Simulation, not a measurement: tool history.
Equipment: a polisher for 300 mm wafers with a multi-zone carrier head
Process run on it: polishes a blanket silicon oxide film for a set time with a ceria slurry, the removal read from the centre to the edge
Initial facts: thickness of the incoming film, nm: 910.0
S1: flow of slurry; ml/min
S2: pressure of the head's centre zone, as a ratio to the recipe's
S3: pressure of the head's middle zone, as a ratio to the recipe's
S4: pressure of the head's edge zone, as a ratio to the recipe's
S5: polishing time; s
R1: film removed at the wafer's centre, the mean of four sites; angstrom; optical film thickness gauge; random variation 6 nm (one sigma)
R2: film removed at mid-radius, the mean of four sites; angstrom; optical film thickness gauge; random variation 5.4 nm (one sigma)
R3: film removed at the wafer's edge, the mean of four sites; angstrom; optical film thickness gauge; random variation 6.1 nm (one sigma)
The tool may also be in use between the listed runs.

run  hour   S1    S2    S3    S4   S5      R1      R2      R3
  1     0  145     1     1     1   89  3788.9  3855.1  3811.7
  2   5.1  115     1     1     1   89  3473.3  3615.8  3670.1
  3  12.6  115     1  0.94     1   89  3538.7  3448.4  3672.8
  4  17.7  115  0.92  0.94     1   89  3267.7  3519.2  3686.5
  5  26.6  115  0.92  0.94     1  102  3776.2  3971.7  4265.1
  6  29.4  115  0.92  0.94     1  109    3980    4213  4528.6
  7  33.6  155  1.02  0.97  0.95  108  4688.4  4765.3  4633.4

The next listed run, before its measurement:
  8  41.8  160  1.03  0.96  0.95  108   ?   ?   ?

Logged for run 8: R1 4743.8 angstrom, R2 4631.8 angstrom, R3 4719.9 angstrom.

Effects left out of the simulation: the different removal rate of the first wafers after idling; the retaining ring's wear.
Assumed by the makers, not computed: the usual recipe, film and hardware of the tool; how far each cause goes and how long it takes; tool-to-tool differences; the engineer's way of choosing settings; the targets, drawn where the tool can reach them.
